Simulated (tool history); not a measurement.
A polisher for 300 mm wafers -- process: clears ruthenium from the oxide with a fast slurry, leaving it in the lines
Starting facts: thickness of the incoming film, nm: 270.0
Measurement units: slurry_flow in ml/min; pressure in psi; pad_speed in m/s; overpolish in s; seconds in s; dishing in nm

Run 1, hour 0: slurry_flow 135 ml/min, pressure 2.5 psi, pad_speed 1.08 m/s, slurry_solids 1, overpolish 29 s. Result: seconds 74.622 s, dishing 55.425 nm.
Run 2, hour 5.2: slurry_flow 135 ml/min, pressure 2.4 psi, pad_speed 1.08 m/s, slurry_solids 1, overpolish 26 s. Result: seconds 79.588 s, dishing 49.729 nm.
Run 3, hour 8.9: slurry_flow 135 ml/min, pressure 2.3 psi, pad_speed 1.12 m/s, slurry_solids 1, overpolish 23 s. Result: seconds 80.14 s, dishing 48.72 nm.
Run 4, hour 12.3: slurry_flow 145 ml/min, pressure 2.3 psi, pad_speed 1.02 m/s, slurry_solids 1.05, overpolish 21 s. Result: seconds 82.893 s, dishing 43.978 nm.
Run 5, hour 17.5: slurry_flow 145 ml/min, pressure 1.9 psi, pad_speed 1.02 m/s, slurry_solids 1.05, overpolish 21 s. Result: seconds 103.22 s, dishing 36.973 nm.
Run 6, hour 25.5: slurry_flow 155 ml/min, pressure 1.8 psi, pad_speed 1.02 m/s, slurry_solids 1.1, overpolish 19 s. Result: seconds 100.85 s, dishing 34.03 nm.

For run 7, what comes out?
Run 7, hour 32.4: slurry_flow 160 ml/min, pressure 1.8 psi, pad_speed 1.02 m/s, slurry_solids 1.1, overpolish 18 s. Result: seconds ?, dishing ?.

{"run 7": {"seconds": 100.34, "dishing": 33.901}}
